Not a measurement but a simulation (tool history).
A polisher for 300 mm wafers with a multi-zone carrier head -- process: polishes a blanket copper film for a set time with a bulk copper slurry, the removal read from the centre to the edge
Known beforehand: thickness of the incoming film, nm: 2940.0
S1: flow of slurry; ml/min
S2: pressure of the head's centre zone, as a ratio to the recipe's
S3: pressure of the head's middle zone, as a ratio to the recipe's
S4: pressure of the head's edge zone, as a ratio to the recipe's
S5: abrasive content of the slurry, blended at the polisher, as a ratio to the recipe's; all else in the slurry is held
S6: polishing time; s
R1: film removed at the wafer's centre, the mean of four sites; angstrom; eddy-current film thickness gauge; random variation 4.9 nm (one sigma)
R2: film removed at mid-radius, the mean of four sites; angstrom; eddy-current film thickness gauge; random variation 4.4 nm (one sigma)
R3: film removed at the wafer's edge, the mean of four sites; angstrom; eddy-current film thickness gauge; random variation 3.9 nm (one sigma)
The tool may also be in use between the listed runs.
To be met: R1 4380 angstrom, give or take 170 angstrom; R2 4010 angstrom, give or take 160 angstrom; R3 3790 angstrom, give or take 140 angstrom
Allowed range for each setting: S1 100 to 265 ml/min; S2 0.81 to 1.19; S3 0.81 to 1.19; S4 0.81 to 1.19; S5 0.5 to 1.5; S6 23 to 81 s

run    day   S1    S2    S3    S4    S5  S6      R1      R2      R3
  1      0  170     1     1     1     1  52  7975.2  7971.2  7742.1
  2   0.15  170  1.01  0.99  0.98  0.95  48  7421.6  7239.5  6961.7
  3  0.346  170  1.01  0.98  0.96   0.9  45  6791.8  6555.1    6400
  4  0.467  170  1.01  0.98  0.92   0.9  45  6848.2  6603.9  6296.1
  5    0.6  170  1.01  0.98  0.92   0.7  45  6455.9  6291.4  6013.7
  6  0.867  170  1.01  0.92  0.92   0.7  45  6570.6    5979  5993.3
  7  1.162  170  1.01  0.92  0.91  0.65  43  6085.6  5691.6  5609.7
  8  1.462  170  1.01  0.92   0.9  0.65  41  5980.1  5457.7  5369.4
  9  1.688  160  0.97  0.94  0.82   0.5  27  3498.2  3462.6  3235.1
 10  1.796  170  0.98  0.94  0.83   0.5  27  3598.1  3546.2  3220.7
 11  1.879  175  0.99  0.94  0.85   0.5  27  3725.5    3401  3309.1
 12  1.983  175     1  0.95  0.85  0.55  27  3828.3  3601.2  3354.6
 13  2.229  175     1  0.95  0.85  0.55  27  3809.1  3539.8  3333.7
 14  2.546  175     1  0.96  0.86   0.6  27  3865.7  3631.4  3448.2

Next run, 5 choices. One meets every target within its allowed miss, the rest don't. Which?
  A  2.862  190  1.02  0.95  0.86  0.5  31   ?   ?   ?
  B  2.862  190  1.02  1.05  0.84  0.6  30   ?   ?   ?
  C  2.862  170  0.89     1  0.86  0.6  32   ?   ?   ?
  D  2.862  120  0.91  1.03  0.81  0.5  33   ?   ?   ?
  E  2.862  190  0.95  0.89  1.18  0.6  25   ?   ?   ?

move      R1      R2      R3
   A  4468.8  4042.6  3853.5
   B  4458.1  4385.5  3797.3
   C  4062.9  4413.4  4042.9
   D  3852.5    4232  3755.5
   E  3454.4  3180.6  3723.8
A: all results land within tolerance of their targets
B: puts the biggest miss on target and leaves a different result outside tolerance
C: gains on the last run, yet a result remains outside its allowed miss
D: no better and no worse than the last run
E: the biggest miss grows against the last run
The right move is A.
